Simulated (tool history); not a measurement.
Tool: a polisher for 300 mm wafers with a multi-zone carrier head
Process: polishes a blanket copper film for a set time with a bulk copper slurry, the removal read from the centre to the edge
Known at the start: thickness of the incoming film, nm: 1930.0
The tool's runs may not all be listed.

run,hour,flow of slurry (ml/min),pressure of the head's centre zone,pressure of the head's middle zone,pressure of the head's edge zone,abrasive content of the slurry,polishing time (s),film removed at the wafer's centre (Å),film removed at mid-radius (Å),film removed at the wafer's edge (Å)
1,0.0,280,1.00,1.00,1.00,1.00,50,5419.2,5569.1,5465.9
2,7.3,285,1.02,0.97,1.04,1.10,51,5954.7,5644.5,5809.5
3,13.0,285,1.02,0.97,1.04,1.00,51,5759.9,5426.9,5767.1
4,14.1,285,1.02,0.97,1.09,1.00,51,5815.6,5549.8,5879.6
5,19.2,285,1.02,0.89,1.09,1.00,51,5852.9,5131.3,5913.1
6,22.3,285,1.02,0.89,1.09,0.85,51,5608.8,4901.2,5658.0

Forecast run 7:
7,23.1,290,1.02,0.89,1.11,1.00,52,?,?,?

{"run 7": {"film removed at the wafer's centre (Å)": 5923.4, "film removed at mid-radius (Å)": 5180.0, "film removed at the wafer's edge (Å)": 6077.4}}
